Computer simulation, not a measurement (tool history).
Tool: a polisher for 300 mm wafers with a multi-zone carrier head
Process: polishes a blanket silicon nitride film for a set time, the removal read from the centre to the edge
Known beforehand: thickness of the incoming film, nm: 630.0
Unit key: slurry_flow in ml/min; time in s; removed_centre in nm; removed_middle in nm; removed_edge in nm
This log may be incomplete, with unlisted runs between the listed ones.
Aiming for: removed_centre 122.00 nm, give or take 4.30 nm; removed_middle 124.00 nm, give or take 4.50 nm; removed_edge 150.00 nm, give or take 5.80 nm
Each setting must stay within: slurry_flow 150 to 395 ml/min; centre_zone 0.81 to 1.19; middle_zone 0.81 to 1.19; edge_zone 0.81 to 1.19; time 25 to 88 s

run 1 hour=0.0 | slurry_flow=250 centre_zone=1.00 middle_zone=1.00 edge_zone=1.00 time=56 | removed_centre=156.17 removed_middle=162.50 removed_edge=159.44
run 2 hour=7.7 | slurry_flow=250 centre_zone=0.93 middle_zone=1.00 edge_zone=1.00 time=56 | removed_centre=146.35 removed_middle=158.55 removed_edge=157.83
run 3 hour=14.6 | slurry_flow=250 centre_zone=0.93 middle_zone=1.00 edge_zone=1.08 time=56 | removed_centre=146.17 removed_middle=159.06 removed_edge=164.03
run 4 hour=18.3 | slurry_flow=240 centre_zone=0.90 middle_zone=0.95 edge_zone=1.07 time=55 | removed_centre=137.58 removed_middle=147.57 removed_edge=161.11
run 5 hour=23.6 | slurry_flow=235 centre_zone=0.89 middle_zone=0.92 edge_zone=1.05 time=54 | removed_centre=135.03 removed_middle=140.16 removed_edge=157.08
run 6 hour=30.6 | slurry_flow=235 centre_zone=0.89 middle_zone=0.92 edge_zone=1.05 time=64 | removed_centre=161.78 removed_middle=168.14 removed_edge=186.26
run 7 hour=35.8 | slurry_flow=200 centre_zone=0.82 middle_zone=0.82 edge_zone=1.01 time=51 | removed_centre=114.96 removed_middle=119.65 removed_edge=141.68
run 8 hour=38.1 | slurry_flow=210 centre_zone=0.83 middle_zone=0.82 edge_zone=1.02 time=51 | removed_centre=115.23 removed_middle=121.88 removed_edge=146.22

Of the 5 settings listed for the next run, only one would bring every result within its allowed miss of target. Which one?
run A hour=40.4 | slurry_flow=260 centre_zone=0.81 middle_zone=0.91 edge_zone=1.04 time=47 | removed_centre=? removed_middle=? removed_edge=?
run B hour=40.4 | slurry_flow=260 centre_zone=0.81 middle_zone=0.88 edge_zone=1.06 time=48 | removed_centre=? removed_middle=? removed_edge=?
run C hour=40.4 | slurry_flow=230 centre_zone=0.85 middle_zone=0.83 edge_zone=1.07 time=51 | removed_centre=? removed_middle=? removed_edge=?
run D hour=40.4 | slurry_flow=215 centre_zone=0.81 middle_zone=0.89 edge_zone=1.02 time=50 | removed_centre=? removed_middle=? removed_edge=?
run E hour=40.4 | slurry_flow=225 centre_zone=0.81 middle_zone=0.88 edge_zone=1.06 time=50 | removed_centre=? removed_middle=? removed_edge=?

move=A removed_centre=107.73 removed_middle=123.81 removed_edge=136.01
move=B removed_centre=110.00 removed_middle=122.98 removed_edge=140.18
move=C removed_centre=121.04 removed_middle=123.03 removed_edge=148.36
move=D removed_centre=112.21 removed_middle=126.90 removed_edge=141.44
move=E removed_centre=112.79 removed_middle=126.31 removed_edge=144.48
A: misses by more than the last run did
B: misses by more than the last run did
C: all results in spec
D: misses by more than the last run did
E: misses by more than the last run did
Answer: C
